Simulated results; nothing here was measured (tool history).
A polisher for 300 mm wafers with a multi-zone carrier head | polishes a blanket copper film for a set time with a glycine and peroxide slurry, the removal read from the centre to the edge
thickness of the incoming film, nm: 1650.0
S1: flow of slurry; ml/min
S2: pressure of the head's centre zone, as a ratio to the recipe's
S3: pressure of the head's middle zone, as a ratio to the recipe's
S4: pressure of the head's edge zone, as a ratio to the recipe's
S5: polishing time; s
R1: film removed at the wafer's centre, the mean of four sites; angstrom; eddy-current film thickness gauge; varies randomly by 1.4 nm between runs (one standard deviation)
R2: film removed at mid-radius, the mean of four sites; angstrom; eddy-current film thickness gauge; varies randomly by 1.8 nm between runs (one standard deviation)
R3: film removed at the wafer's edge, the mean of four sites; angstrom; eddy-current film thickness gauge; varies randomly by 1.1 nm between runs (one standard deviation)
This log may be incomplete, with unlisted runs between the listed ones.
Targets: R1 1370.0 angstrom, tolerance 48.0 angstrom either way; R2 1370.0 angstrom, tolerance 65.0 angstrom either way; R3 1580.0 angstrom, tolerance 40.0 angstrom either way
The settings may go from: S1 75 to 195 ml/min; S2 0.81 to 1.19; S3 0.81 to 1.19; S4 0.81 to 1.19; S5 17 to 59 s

{"run": 1, "hour": 0.0, "S1": 125, "S2": 1.0, "S3": 1.0, "S4": 1.0, "S5": 38, "R1": 1786.5, "R2": 1867.5, "R3": 1918.6}
{"run": 2, "hour": 4.0, "S1": 115, "S2": 0.98, "S3": 0.95, "S4": 0.97, "S5": 37, "R1": 1708.7, "R2": 1724.7, "R3": 1803.5}
{"run": 3, "hour": 11.6, "S1": 115, "S2": 0.98, "S3": 0.95, "S4": 0.97, "S5": 41, "R1": 1863.7, "R2": 1953.7, "R3": 1958.2}
{"run": 4, "hour": 18.6, "S1": 110, "S2": 0.96, "S3": 0.92, "S4": 0.98, "S5": 39, "R1": 1693.9, "R2": 1760.8, "R3": 1869.1}
{"hour": 21.9, "done": "worn pad replaced by a new one"}
{"run": 5, "hour": 21.9, "S1": 110, "S2": 1.03, "S3": 0.92, "S4": 0.98, "S5": 39, "R1": 2108.5, "R2": 1964.8, "R3": 2128.7}
{"run": 6, "hour": 25.3, "S1": 130, "S2": 1.03, "S3": 0.92, "S4": 0.98, "S5": 39, "R1": 2226.3, "R2": 2062.1, "R3": 2194.0}
{"run": 7, "hour": 32.4, "S1": 115, "S2": 1.0, "S3": 0.9, "S4": 0.98, "S5": 37, "R1": 1956.8, "R2": 1879.3, "R3": 2044.2}
{"run": 8, "hour": 41.3, "S1": 105, "S2": 0.99, "S3": 0.89, "S4": 0.98, "S5": 34, "R1": 1690.3, "R2": 1670.5, "R3": 1825.4}
{"run": 9, "hour": 45.4, "S1": 100, "S2": 0.98, "S3": 0.87, "S4": 0.98, "S5": 32, "R1": 1527.0, "R2": 1499.4, "R3": 1708.2}
{"run": 10, "hour": 48.3, "S1": 95, "S2": 0.98, "S3": 0.87, "S4": 0.98, "S5": 32, "R1": 1497.1, "R2": 1467.0, "R3": 1665.4}
{"run": 11, "hour": 56.5, "S1": 90, "S2": 0.98, "S3": 0.87, "S4": 0.98, "S5": 32, "R1": 1506.3, "R2": 1459.2, "R3": 1653.4}
{"run": 12, "hour": 60.6, "S1": 85, "S2": 0.97, "S3": 0.87, "S4": 0.99, "S5": 32, "R1": 1445.5, "R2": 1401.0, "R3": 1670.7}
{"run": 13, "hour": 63.1, "S1": 75, "S2": 0.95, "S3": 0.88, "S4": 0.93, "S5": 31, "R1": 1304.7, "R2": 1323.1, "R3": 1485.8}
{"run": 14, "hour": 66.6, "S1": 80, "S2": 0.95, "S3": 0.87, "S4": 0.94, "S5": 31, "R1": 1337.7, "R2": 1336.5, "R3": 1533.4}

4 candidate next runs follow, results not yet known. Just one meets every target within its allowed miss. Identify it.
{"run": "A", "hour": 70.1, "S1": 85, "S2": 0.97, "S3": 0.91, "S4": 0.9, "S5": 30, "R1": "?", "R2": "?", "R3": "?"}
{"run": "B", "hour": 70.1, "S1": 105, "S2": 0.91, "S3": 0.84, "S4": 0.93, "S5": 30, "R1": "?", "R2": "?", "R3": "?"}
{"run": "C", "hour": 70.1, "S1": 85, "S2": 0.93, "S3": 0.92, "S4": 0.96, "S5": 29, "R1": "?", "R2": "?", "R3": "?"}
{"run": "D", "hour": 70.1, "S1": 75, "S2": 0.89, "S3": 0.86, "S4": 0.95, "S5": 32, "R1": "?", "R2": "?", "R3": "?"}

move=A R1=1355.1 R2=1379.7 R3=1474.1
move=B R1=1382.9 R2=1390.5 R3=1571.6
move=C R1=1255.6 R2=1346.1 R3=1465.4
move=D R1=1244.3 R2=1331.9 R3=1556.9
A: lands further from the targets than the last run did
B: all results land within tolerance of their targets
C: lands further from the targets than the last run did
D: brings the last run's worst result on target, with another outside its allowed miss
Correct choice: B, which meets every target
